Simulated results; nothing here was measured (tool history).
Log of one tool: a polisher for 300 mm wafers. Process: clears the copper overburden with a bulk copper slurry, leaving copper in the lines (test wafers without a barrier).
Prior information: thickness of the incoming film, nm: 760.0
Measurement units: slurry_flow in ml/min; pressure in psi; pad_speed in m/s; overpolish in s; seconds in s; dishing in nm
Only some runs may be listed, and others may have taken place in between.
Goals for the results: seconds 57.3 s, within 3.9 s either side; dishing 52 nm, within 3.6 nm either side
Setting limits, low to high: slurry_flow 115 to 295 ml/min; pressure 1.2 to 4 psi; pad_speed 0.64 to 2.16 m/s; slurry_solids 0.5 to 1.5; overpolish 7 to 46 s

| run | day | slurry_flow | pressure | pad_speed | slurry_solids | overpolish | seconds | dishing |
|---|---|---|---|---|---|---|---|---|
| 1 | 0 | 190 | 2.6 | 1.4 | 1 | 24 | 57.464 | 104.28 |
| 2 | 0.275 | 155 | 2.6 | 1.4 | 1 | 24 | 61.58 | 104.03 |
| 3 | 0.429 | 155 | 2.6 | 1.4 | 1.1 | 24 | 59.571 | 104.85 |
| 4 | 0.608 | 180 | 2.3 | 1.44 | 1.2 | 21 | 62.334 | 94.443 |
| 5 | 0.95 | 180 | 2.8 | 1.44 | 1.2 | 21 | 50.33 | 106.29 |
| 6 | 0.992 | 180 | 2.8 | 1.28 | 1.2 | 21 | 55.002 | 105.17 |
| 7 | 1.358 | 200 | 2.5 | 1.44 | 1.1 | 18 | 59.266 | 91.352 |
| 8 | 1.533 | 250 | 1.8 | 1.82 | 1.15 | 7 | 63.338 | 46.644 |

Exercise: of the 4 proposed moves below, exactly one satisfies all targets within the stated allowed misses. Which move is it?
| A | 1.708 | 295 | 1.4 | 2.16 | 1.35 | 7 | ? | ? |
| B | 1.708 | 250 | 1.7 | 2.08 | 1 | 7 | ? | ? |
| C | 1.708 | 265 | 2.3 | 1.82 | 0.8 | 7 | ? | ? |
| D | 1.708 | 250 | 1.8 | 1.88 | 1.1 | 7 | ? | ? |

| move | seconds | dishing |
|---|---|---|
| A | 69.569 | 41.987 |
| B | 66.454 | 44.33 |
| C | 58.861 | 50.004 |
| D | 65.903 | 44.859 |
A: moves away from the targets compared with the last run
B: moves away from the targets compared with the last run
C: all results land within tolerance of their targets
D: moves away from the targets compared with the last run
So the answer is move C, the one that meets all the targets.

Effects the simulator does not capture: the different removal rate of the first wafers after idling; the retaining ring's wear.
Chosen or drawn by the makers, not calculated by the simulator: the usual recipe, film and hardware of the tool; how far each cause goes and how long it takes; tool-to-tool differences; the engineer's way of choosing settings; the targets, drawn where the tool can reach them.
